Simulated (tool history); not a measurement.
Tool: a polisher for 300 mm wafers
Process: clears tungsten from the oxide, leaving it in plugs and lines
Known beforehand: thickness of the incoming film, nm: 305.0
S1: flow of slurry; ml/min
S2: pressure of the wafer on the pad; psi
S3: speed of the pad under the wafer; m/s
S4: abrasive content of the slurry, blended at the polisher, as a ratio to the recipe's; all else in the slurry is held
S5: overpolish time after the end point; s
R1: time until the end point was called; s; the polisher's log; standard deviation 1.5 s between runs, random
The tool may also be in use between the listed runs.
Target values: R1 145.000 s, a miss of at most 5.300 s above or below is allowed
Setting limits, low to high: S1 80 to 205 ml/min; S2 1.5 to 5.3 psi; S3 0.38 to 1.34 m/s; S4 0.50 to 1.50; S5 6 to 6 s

run  hour   S1   S2    S3    S4  S5       R1
  1   0.0  135  3.4  0.86  1.00   6   70.885
  2   0.8  135  3.7  0.86  1.00   6   63.276
  3   3.5  130  3.0  0.84  1.00   6   81.366
  4   6.6  100  3.0  0.84  1.00   6   84.215
  5  11.9  100  2.5  0.82  1.00   6  104.140
  6  14.4  100  2.2  0.82  1.00   6  117.310
  7  19.2   95  1.5  0.82  1.00   6  170.560
  8  25.0   95  1.6  0.82  1.00   6  162.450
  9  26.1   95  1.7  0.82  1.00   6  152.230

4 next moves are on the table. One of them brings every result within its allowed miss. Which?
  A  27.2  80  2.7  0.56  1.10   6   ?
  B  27.2  90  1.9  0.82  1.10   6   ?
  C  27.2  80  1.5  0.92  0.95   6   ?
  D  27.2  80  1.9  0.70  1.00   6   ?

move       R1
   A  142.250
   B  134.200
   C  160.020
   D  164.680
A: all results land within tolerance of their targets
B: moves the result that the last run missed by most past its target, out the other side
C: misses by more than the last run did
D: misses by more than the last run did
A meets every target.

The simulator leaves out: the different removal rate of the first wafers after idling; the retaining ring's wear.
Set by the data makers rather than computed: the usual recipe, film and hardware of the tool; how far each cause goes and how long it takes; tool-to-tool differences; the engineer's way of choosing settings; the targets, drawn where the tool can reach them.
